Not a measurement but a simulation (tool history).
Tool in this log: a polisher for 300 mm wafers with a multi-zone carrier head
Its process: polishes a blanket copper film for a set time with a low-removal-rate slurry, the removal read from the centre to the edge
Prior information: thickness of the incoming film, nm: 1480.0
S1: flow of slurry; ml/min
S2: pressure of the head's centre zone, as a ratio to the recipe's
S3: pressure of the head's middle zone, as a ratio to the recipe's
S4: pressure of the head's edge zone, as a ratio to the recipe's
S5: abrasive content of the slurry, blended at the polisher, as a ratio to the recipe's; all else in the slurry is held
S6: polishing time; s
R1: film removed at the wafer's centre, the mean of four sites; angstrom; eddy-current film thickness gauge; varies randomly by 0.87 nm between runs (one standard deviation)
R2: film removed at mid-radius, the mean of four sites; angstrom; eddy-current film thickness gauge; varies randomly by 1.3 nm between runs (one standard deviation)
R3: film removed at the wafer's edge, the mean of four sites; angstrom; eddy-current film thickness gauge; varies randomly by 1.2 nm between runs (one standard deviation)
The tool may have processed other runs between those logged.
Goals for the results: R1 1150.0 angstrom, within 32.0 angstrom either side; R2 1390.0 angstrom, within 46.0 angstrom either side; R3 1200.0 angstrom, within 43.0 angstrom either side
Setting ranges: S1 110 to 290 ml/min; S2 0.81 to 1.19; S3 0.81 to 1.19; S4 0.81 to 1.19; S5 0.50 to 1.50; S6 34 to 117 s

{"run": 1, "hour": 0.0, "S1": 185, "S2": 1.0, "S3": 1.0, "S4": 1.0, "S5": 1.0, "S6": 75, "R1": 1976.0, "R2": 2061.3, "R3": 2027.1}
{"run": 2, "hour": 2.0, "S1": 180, "S2": 0.98, "S3": 1.01, "S4": 0.96, "S5": 0.85, "S6": 69, "R1": 1678.1, "R2": 1802.7, "R3": 1793.9}
{"run": 3, "hour": 2.9, "S1": 190, "S2": 0.99, "S3": 1.05, "S4": 0.93, "S5": 0.75, "S6": 63, "R1": 1515.1, "R2": 1633.4, "R3": 1584.0}
{"run": 4, "hour": 8.0, "S1": 190, "S2": 0.99, "S3": 1.05, "S4": 0.93, "S5": 0.95, "S6": 63, "R1": 1628.6, "R2": 1750.0, "R3": 1599.5}
{"run": 5, "hour": 11.0, "S1": 190, "S2": 0.99, "S3": 1.05, "S4": 0.86, "S5": 0.95, "S6": 63, "R1": 1620.1, "R2": 1758.6, "R3": 1587.7}
{"run": 6, "hour": 16.7, "S1": 195, "S2": 0.98, "S3": 1.08, "S4": 0.86, "S5": 0.85, "S6": 59, "R1": 1497.1, "R2": 1628.1, "R3": 1430.2}
{"run": 7, "hour": 20.4, "S1": 195, "S2": 0.96, "S3": 1.09, "S4": 0.86, "S5": 0.75, "S6": 58, "R1": 1367.2, "R2": 1558.3, "R3": 1362.4}
{"run": 8, "hour": 28.7, "S1": 190, "S2": 0.95, "S3": 1.09, "S4": 0.85, "S5": 0.7, "S6": 57, "R1": 1341.0, "R2": 1505.3, "R3": 1312.9}
{"run": 9, "hour": 31.2, "S1": 180, "S2": 0.92, "S3": 1.08, "S4": 0.84, "S5": 0.7, "S6": 57, "R1": 1305.1, "R2": 1477.5, "R3": 1294.2}
{"run": 10, "hour": 39.8, "S1": 175, "S2": 0.89, "S3": 1.08, "S4": 0.84, "S5": 0.7, "S6": 57, "R1": 1265.8, "R2": 1473.5, "R3": 1317.6}

Consider the 4 candidate settings below. Which is the only one whose results all fall within their allowed miss of target?
{"run": "A", "hour": 48.4, "S1": 160, "S2": 0.92, "S3": 0.97, "S4": 0.81, "S5": 0.7, "S6": 66, "R1": "?", "R2": "?", "R3": "?"}
{"run": "B", "hour": 48.4, "S1": 200, "S2": 0.84, "S3": 1.0, "S4": 0.9, "S5": 0.65, "S6": 64, "R1": "?", "R2": "?", "R3": "?"}
{"run": "C", "hour": 48.4, "S1": 275, "S2": 0.87, "S3": 1.13, "S4": 0.89, "S5": 1.0, "S6": 45, "R1": "?", "R2": "?", "R3": "?"}
{"run": "D", "hour": 48.4, "S1": 195, "S2": 0.94, "S3": 0.9, "S4": 0.92, "S5": 0.7, "S6": 58, "R1": "?", "R2": "?", "R3": "?"}

move=A R1=1479.8 R2=1561.1 R3=1457.8
move=B R1=1390.6 R2=1564.5 R3=1490.8
move=C R1=1164.2 R2=1371.7 R3=1198.3
move=D R1=1363.8 R2=1358.4 R3=1389.0
A: its largest miss is bigger than the last run's
B: its largest miss is bigger than the last run's
C: hits every target within its allowed miss
D: its largest miss is bigger than the last run's
C meets every target.
